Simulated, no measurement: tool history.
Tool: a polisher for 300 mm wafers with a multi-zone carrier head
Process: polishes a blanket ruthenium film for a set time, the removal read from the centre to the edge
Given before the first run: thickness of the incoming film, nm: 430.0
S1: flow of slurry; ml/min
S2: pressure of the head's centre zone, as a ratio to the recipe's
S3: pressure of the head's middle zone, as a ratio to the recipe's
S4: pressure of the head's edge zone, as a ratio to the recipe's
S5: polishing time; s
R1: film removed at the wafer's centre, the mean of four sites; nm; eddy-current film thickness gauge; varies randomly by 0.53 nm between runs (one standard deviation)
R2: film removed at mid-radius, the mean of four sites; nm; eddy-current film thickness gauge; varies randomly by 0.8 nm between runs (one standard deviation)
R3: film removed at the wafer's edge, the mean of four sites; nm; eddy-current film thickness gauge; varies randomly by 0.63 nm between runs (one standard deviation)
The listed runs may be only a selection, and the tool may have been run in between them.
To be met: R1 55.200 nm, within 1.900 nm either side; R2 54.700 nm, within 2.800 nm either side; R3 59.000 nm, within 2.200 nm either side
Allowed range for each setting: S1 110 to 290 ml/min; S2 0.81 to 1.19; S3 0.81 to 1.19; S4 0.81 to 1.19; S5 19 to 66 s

{"run": 1, "hour": 0.0, "S1": 185, "S2": 1.0, "S3": 1.0, "S4": 1.0, "S5": 42, "R1": 49.746, "R2": 48.575, "R3": 47.165}
{"run": 2, "hour": 4.1, "S1": 185, "S2": 1.08, "S3": 1.0, "S4": 1.0, "S5": 42, "R1": 51.703, "R2": 49.143, "R3": 49.265}
{"run": 3, "hour": 8.3, "S1": 185, "S2": 1.08, "S3": 1.0, "S4": 1.0, "S5": 34, "R1": 42.49, "R2": 38.92, "R3": 39.466}
{"run": 4, "hour": 12.2, "S1": 185, "S2": 1.08, "S3": 1.0, "S4": 1.0, "S5": 40, "R1": 50.138, "R2": 46.734, "R3": 46.134}
{"run": 5, "hour": 16.1, "S1": 185, "S2": 1.08, "S3": 1.0, "S4": 1.0, "S5": 51, "R1": 63.425, "R2": 58.535, "R3": 58.171}
{"run": 6, "hour": 18.1, "S1": 175, "S2": 1.06, "S3": 1.0, "S4": 1.02, "S5": 51, "R1": 62.839, "R2": 58.723, "R3": 58.661}
{"run": 7, "hour": 22.1, "S1": 175, "S2": 1.06, "S3": 1.0, "S4": 1.02, "S5": 51, "R1": 62.613, "R2": 59.465, "R3": 58.575}
{"run": 8, "hour": 29.4, "S1": 170, "S2": 1.04, "S3": 0.99, "S4": 1.05, "S5": 51, "R1": 60.246, "R2": 57.764, "R3": 58.657}
{"run": 9, "hour": 33.8, "S1": 165, "S2": 1.03, "S3": 0.98, "S4": 1.06, "S5": 51, "R1": 59.176, "R2": 56.838, "R3": 59.236}
{"run": 10, "hour": 40.5, "S1": 160, "S2": 1.02, "S3": 0.98, "S4": 1.06, "S5": 51, "R1": 58.275, "R2": 56.848, "R3": 60.192}
{"run": 11, "hour": 44.7, "S1": 155, "S2": 1.02, "S3": 0.98, "S4": 1.06, "S5": 51, "R1": 57.577, "R2": 56.789, "R3": 58.14}
{"run": 12, "hour": 51.4, "S1": 155, "S2": 1.02, "S3": 0.97, "S4": 1.07, "S5": 51, "R1": 58.816, "R2": 56.718, "R3": 59.494}
{"run": 13, "hour": 56.2, "S1": 150, "S2": 1.01, "S3": 0.97, "S4": 1.07, "S5": 51, "R1": 57.597, "R2": 55.897, "R3": 59.417}
{"run": 14, "hour": 60.1, "S1": 145, "S2": 1.01, "S3": 0.97, "S4": 1.07, "S5": 51, "R1": 56.432, "R2": 54.608, "R3": 58.05}
{"run": 15, "hour": 60.8, "S1": 145, "S2": 1.01, "S3": 0.97, "S4": 1.08, "S5": 51, "R1": 57.087, "R2": 56.067, "R3": 59.255}

Below are 4 possible settings for the next run. Only one of them brings all results inside the allowed miss of their targets. Which is it?
{"run": "A", "hour": 61.5, "S1": 130, "S2": 1.1, "S3": 1.01, "S4": 1.1, "S5": 53, "R1": "?", "R2": "?", "R3": "?"}
{"run": "B", "hour": 61.5, "S1": 125, "S2": 1.02, "S3": 1.0, "S4": 1.14, "S5": 51, "R1": "?", "R2": "?", "R3": "?"}
{"run": "C", "hour": 61.5, "S1": 190, "S2": 0.92, "S3": 1.03, "S4": 0.98, "S5": 51, "R1": "?", "R2": "?", "R3": "?"}
{"run": "D", "hour": 61.5, "S1": 150, "S2": 0.99, "S3": 0.84, "S4": 1.09, "S5": 54, "R1": "?", "R2": "?", "R3": "?"}

move=A R1=60.414 R2=57.191 R3=60.184
move=B R1=53.863 R2=54.028 R3=58.549
move=C R1=54.722 R2=60.652 R3=57.960
move=D R1=58.465 R2=52.040 R3=62.696
A: further off than the last run
B: in spec on every target
C: brings the result that was furthest off to its target, and leaves another outside
D: further off than the last run
So the answer is move B, the one that meets all the targets.
